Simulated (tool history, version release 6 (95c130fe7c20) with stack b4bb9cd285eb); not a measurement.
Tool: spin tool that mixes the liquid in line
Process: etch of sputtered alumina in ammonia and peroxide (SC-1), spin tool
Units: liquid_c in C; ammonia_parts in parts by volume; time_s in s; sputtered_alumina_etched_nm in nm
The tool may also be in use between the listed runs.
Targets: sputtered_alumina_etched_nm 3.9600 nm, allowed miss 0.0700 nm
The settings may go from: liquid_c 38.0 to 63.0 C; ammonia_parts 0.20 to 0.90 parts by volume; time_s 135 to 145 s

| run | hour | liquid_c | ammonia_parts | time_s | sputtered_alumina_etched_nm |
|---|---|---|---|---|---|
| 1 | 0.0 | 47.0 | 0.50 | 135 | 6.7417 |
| 2 | 3.2 | 44.5 | 0.45 | 135 | 5.8650 |
| 3 | 11.5 | 49.5 | 0.45 | 135 | 7.6905 |
| 4 | 17.1 | 49.5 | 0.45 | 135 | 7.6909 |
| 5 | 25.0 | 53.0 | 0.45 | 135 | 9.3515 |
| 6 | 31.2 | 48.5 | 0.40 | 135 | 7.2142 |
| 7 | 36.4 | 45.5 | 0.35 | 135 | 6.0712 |
| 8 | 37.4 | 43.0 | 0.30 | 135 | 5.1217 |
| 9 | 43.8 | 41.5 | 0.30 | 135 | 4.7078 |
| 10 | 51.8 | 40.5 | 0.30 | 135 | 4.4334 |
| 11 | 53.2 | 38.0 | 0.30 | 135 | 3.8690 |

Which of these 4 next moves meets every target?
| A | 54.6 | 38.5 | 0.30 | 140 | ? |
| B | 54.6 | 38.5 | 0.35 | 140 | ? |
| C | 54.6 | 38.0 | 0.20 | 145 | ? |
| D | 54.6 | 38.0 | 0.20 | 135 | ? |

| move | sputtered_alumina_etched_nm |
|---|---|
| A | 4.0913 |
| B | 4.1520 |
| C | 3.9557 |
| D | 3.6829 |
A: takes the result that was furthest off past its target
B: takes the result that was furthest off past its target
C: meets every target
D: further off than the last run
Answer: C
